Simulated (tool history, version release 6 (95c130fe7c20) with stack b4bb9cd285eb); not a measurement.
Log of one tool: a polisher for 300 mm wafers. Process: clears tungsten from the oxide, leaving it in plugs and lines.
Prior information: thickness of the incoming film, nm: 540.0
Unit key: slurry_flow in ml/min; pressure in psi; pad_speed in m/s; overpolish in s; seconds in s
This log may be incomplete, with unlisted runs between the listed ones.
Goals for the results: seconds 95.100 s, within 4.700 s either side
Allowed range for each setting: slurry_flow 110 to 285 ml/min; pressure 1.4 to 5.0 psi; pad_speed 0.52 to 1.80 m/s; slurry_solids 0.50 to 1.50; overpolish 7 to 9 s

| run | hour | slurry_flow | pressure | pad_speed | slurry_solids | overpolish | seconds |
|---|---|---|---|---|---|---|---|
| 1 | 0.0 | 180 | 3.2 | 1.16 | 1.00 | 9 | 143.890 |
| 2 | 3.9 | 180 | 3.2 | 1.16 | 1.00 | 9 | 141.430 |
| 3 | 6.8 | 180 | 3.2 | 1.16 | 1.00 | 9 | 143.890 |
| 4 | 14.7 | 180 | 3.2 | 1.16 | 0.90 | 9 | 144.920 |
| 5 | 16.4 | 180 | 3.2 | 1.16 | 1.10 | 9 | 139.010 |
| 6 | 19.7 | 180 | 3.2 | 0.90 | 1.10 | 9 | 176.500 |
| 7 | 20.8 | 180 | 3.7 | 0.92 | 1.10 | 9 | 151.180 |
| 8 | 26.2 | 180 | 4.1 | 0.96 | 1.10 | 9 | 133.060 |
|  | 28.8 | slurry blender recalibrated |
| 9 | 28.8 | 180 | 4.4 | 1.00 | 1.10 | 9 | 108.530 |
| 10 | 32.3 | 180 | 4.4 | 1.00 | 1.10 | 9 | 110.440 |

Below are 4 possible settings for the next run. Only one of them brings all results inside the allowed miss of their targets. Which is it?
| A | 35.8 | 170 | 4.9 | 1.00 | 0.90 | 8 | ? |
| B | 35.8 | 220 | 5.0 | 1.04 | 1.20 | 7 | ? |
| C | 35.8 | 165 | 4.3 | 1.14 | 1.20 | 9 | ? |
| D | 35.8 | 190 | 3.9 | 1.12 | 1.15 | 9 | ? |

| move | seconds |
|---|---|
| A | 104.880 |
| B | 87.561 |
| C | 96.141 |
| D | 107.100 |
A: an improvement on the last run, though not all results are within tolerance
B: moves the result that the last run missed by most past its target, out the other side
C: every result lands within tolerance
D: an improvement on the last run, though not all results are within tolerance
The right move is C.
